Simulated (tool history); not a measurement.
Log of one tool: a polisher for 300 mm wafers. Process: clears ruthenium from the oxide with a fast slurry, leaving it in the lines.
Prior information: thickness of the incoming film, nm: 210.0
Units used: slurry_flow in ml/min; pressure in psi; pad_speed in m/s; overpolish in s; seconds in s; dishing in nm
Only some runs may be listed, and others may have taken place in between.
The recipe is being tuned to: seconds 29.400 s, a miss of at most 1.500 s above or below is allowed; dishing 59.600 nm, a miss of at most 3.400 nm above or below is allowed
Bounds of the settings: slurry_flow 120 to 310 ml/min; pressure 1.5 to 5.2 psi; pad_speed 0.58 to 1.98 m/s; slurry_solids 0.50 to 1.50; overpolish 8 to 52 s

run 1 hour=0.0 | slurry_flow=200 pressure=3.3 pad_speed=1.28 slurry_solids=1.00 overpolish=26 | seconds=43.770 dishing=56.438
run 2 hour=4.4 | slurry_flow=155 pressure=3.3 pad_speed=1.28 slurry_solids=1.00 overpolish=26 | seconds=45.477 dishing=55.302
run 3 hour=12.9 | slurry_flow=155 pressure=3.3 pad_speed=1.28 slurry_solids=1.00 overpolish=17 | seconds=45.821 dishing=43.530
run 4 hour=17.8 | slurry_flow=155 pressure=3.3 pad_speed=1.28 slurry_solids=0.85 overpolish=17 | seconds=50.352 dishing=40.860
run 5 hour=22.4 | slurry_flow=155 pressure=3.5 pad_speed=1.28 slurry_solids=0.85 overpolish=18 | seconds=48.741 dishing=44.003
run 6 hour=31.2 | slurry_flow=160 pressure=3.8 pad_speed=1.30 slurry_solids=0.85 overpolish=18 | seconds=44.693 dishing=45.726
run 7 hour=32.8 | slurry_flow=160 pressure=3.8 pad_speed=1.30 slurry_solids=0.85 overpolish=18 | seconds=43.999 dishing=46.452
run 8 hour=39.4 | slurry_flow=160 pressure=4.0 pad_speed=1.30 slurry_solids=0.85 overpolish=18 | seconds=41.593 dishing=47.237
run 9 hour=41.9 | slurry_flow=160 pressure=4.2 pad_speed=1.30 slurry_solids=0.85 overpolish=18 | seconds=39.541 dishing=49.616
run 10 hour=49.5 | slurry_flow=160 pressure=4.4 pad_speed=1.30 slurry_solids=0.85 overpolish=18 | seconds=37.122 dishing=50.219
run 11 hour=53.1 | slurry_flow=160 pressure=5.2 pad_speed=1.34 slurry_solids=0.85 overpolish=26 | seconds=31.517 dishing=61.623
run 12 hour=61.1 | slurry_flow=160 pressure=5.2 pad_speed=1.36 slurry_solids=0.85 overpolish=25 | seconds=31.296 dishing=63.035
run 13 hour=69.1 | slurry_flow=165 pressure=5.2 pad_speed=1.44 slurry_solids=0.85 overpolish=17 | seconds=29.470 dishing=54.547

Exercise: of the 5 proposed moves below, exactly one satisfies all targets within the stated allowed misses. Which move is it?
run A hour=77.1 | slurry_flow=145 pressure=4.8 pad_speed=1.40 slurry_solids=0.95 overpolish=15 | seconds=? dishing=?
run B hour=77.1 | slurry_flow=180 pressure=4.7 pad_speed=1.42 slurry_solids=0.95 overpolish=13 | seconds=? dishing=?
run C hour=77.1 | slurry_flow=170 pressure=5.0 pad_speed=1.46 slurry_solids=0.90 overpolish=15 | seconds=? dishing=?
run D hour=77.1 | slurry_flow=140 pressure=4.9 pad_speed=1.80 slurry_solids=0.75 overpolish=22 | seconds=? dishing=?
run E hour=77.1 | slurry_flow=200 pressure=5.2 pad_speed=1.36 slurry_solids=0.85 overpolish=14 | seconds=? dishing=?

move=A seconds=30.214 dishing=51.118
move=B seconds=29.362 dishing=48.198
move=C seconds=28.332 dishing=52.720
move=D seconds=28.874 dishing=60.855
move=E seconds=29.832 dishing=49.692
A: misses by more than the last run did
B: misses by more than the last run did
C: misses by more than the last run did
D: in spec on every target
E: misses by more than the last run did
Go with D: it meets all targets.

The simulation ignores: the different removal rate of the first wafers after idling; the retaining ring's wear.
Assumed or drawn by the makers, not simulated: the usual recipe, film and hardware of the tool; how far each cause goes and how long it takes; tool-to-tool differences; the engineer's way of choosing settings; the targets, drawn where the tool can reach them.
